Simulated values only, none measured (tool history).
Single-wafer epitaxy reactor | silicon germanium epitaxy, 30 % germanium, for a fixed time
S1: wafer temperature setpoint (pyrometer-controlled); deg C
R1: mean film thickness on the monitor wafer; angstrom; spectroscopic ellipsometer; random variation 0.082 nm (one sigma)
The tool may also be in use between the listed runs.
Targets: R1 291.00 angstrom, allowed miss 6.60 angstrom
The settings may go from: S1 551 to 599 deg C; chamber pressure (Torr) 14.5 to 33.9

{"run": 1, "hour": 0.0, "S1": 575, "chamber pressure (Torr)": 24.2, "R1": 418.79}
{"run": 2, "hour": 1.4, "S1": 575, "chamber pressure (Torr)": 21.4, "R1": 393.24}
{"run": 3, "hour": 5.6, "S1": 581, "chamber pressure (Torr)": 21.4, "R1": 444.71}
{"run": 4, "hour": 8.9, "S1": 576, "chamber pressure (Torr)": 21.3, "R1": 397.43}
{"run": 5, "hour": 15.0, "S1": 576, "chamber pressure (Torr)": 17.0, "R1": 343.05}
{"run": 6, "hour": 19.6, "S1": 585, "chamber pressure (Torr)": 17.0, "R1": 414.77}
{"run": 7, "hour": 27.1, "S1": 581, "chamber pressure (Torr)": 16.9, "R1": 380.84}
{"run": 8, "hour": 30.0, "S1": 578, "chamber pressure (Torr)": 16.9, "R1": 356.03}
{"run": 9, "hour": 30.7, "S1": 576, "chamber pressure (Torr)": 16.9, "R1": 340.54}
{"run": 10, "hour": 35.8, "S1": 574, "chamber pressure (Torr)": 16.9, "R1": 324.61}
{"run": 11, "hour": 41.1, "S1": 573, "chamber pressure (Torr)": 16.9, "R1": 319.47}
{"run": 12, "hour": 43.3, "S1": 573, "chamber pressure (Torr)": 16.9, "R1": 319.01}
{"run": 13, "hour": 45.6, "S1": 567, "chamber pressure (Torr)": 16.7, "R1": 276.24}
{"run": 14, "hour": 52.7, "S1": 568, "chamber pressure (Torr)": 16.7, "R1": 283.83}

Which of these 4 next moves meets every target?
{"run": "A", "hour": 59.8, "S1": 571, "chamber pressure (Torr)": 14.9, "R1": "?"}
{"run": "B", "hour": 59.8, "S1": 572, "chamber pressure (Torr)": 16.4, "R1": "?"}
{"run": "C", "hour": 59.8, "S1": 572, "chamber pressure (Torr)": 14.5, "R1": "?"}
{"run": "D", "hour": 59.8, "S1": 570, "chamber pressure (Torr)": 16.2, "R1": "?"}

move=A R1=277.17
move=B R1=305.18
move=C R1=277.17
move=D R1=289.22
A: further off than the last run
B: takes the result that was furthest off past its target
C: further off than the last run
D: meets every target
The right move is D.
